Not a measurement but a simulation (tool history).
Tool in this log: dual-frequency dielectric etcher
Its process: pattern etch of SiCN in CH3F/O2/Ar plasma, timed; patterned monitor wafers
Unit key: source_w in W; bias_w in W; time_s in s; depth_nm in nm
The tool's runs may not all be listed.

run,hour,source_w,bias_w,time_s,depth_nm
1,0.0,330,77,87,30.896
2,2.3,370,77,87,32.142
3,8.5,390,78,87,32.468
4,14.7,390,70,87,31.442
5,16.8,400,72,87,31.948
6,18.8,360,72,87,30.992
7,24.8,380,74,87,31.683

Predict the results of run 8:
8,32.4,400,76,87,?

{"run 8": {"depth_nm": 32.554}}
